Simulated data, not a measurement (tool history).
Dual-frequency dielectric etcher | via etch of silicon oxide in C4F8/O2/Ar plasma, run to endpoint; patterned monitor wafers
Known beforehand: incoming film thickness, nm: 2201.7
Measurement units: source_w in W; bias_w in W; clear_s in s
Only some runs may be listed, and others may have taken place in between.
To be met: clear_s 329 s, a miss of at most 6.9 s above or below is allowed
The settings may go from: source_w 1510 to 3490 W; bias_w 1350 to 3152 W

| run | day | source_w | bias_w | clear_s |
|---|---|---|---|---|
| 1 | 0 | 2500 | 2251 | 373.11 |
| 2 | 0.246 | 2610 | 2276 | 370.03 |
| 3 | 0.296 | 2720 | 2326 | 369.4 |
| 4 | 0.367 | 2930 | 2326 | 357.29 |
| 5 | 0.708 | 2930 | 2137 | 364.76 |
| 6 | 0.829 | 3230 | 2137 | 358.28 |
| 7 | 0.938 | 3270 | 2224 | 348.96 |
| 8 | 1.179 | 3310 | 2267 | 349.29 |

5 candidate next runs follow, results not yet known. Just one meets every target within its allowed miss. Identify it.
| A | 1.421 | 3320 | 2197 | ? |
| B | 1.421 | 3490 | 2587 | ? |
| C | 1.421 | 3490 | 2324 | ? |
| D | 1.421 | 3300 | 2330 | ? |
| E | 1.421 | 3490 | 2164 | ? |

| move | clear_s |
|---|---|
| A | 350.42 |
| B | 329.66 |
| C | 339.9 |
| D | 345.29 |
| E | 346.74 |
A: further off than the last run
B: meets every target
C: closer than the last run, but not yet in spec
D: closer than the last run, but not yet in spec
E: closer than the last run, but not yet in spec
So the answer is move B, the one that meets all the targets.
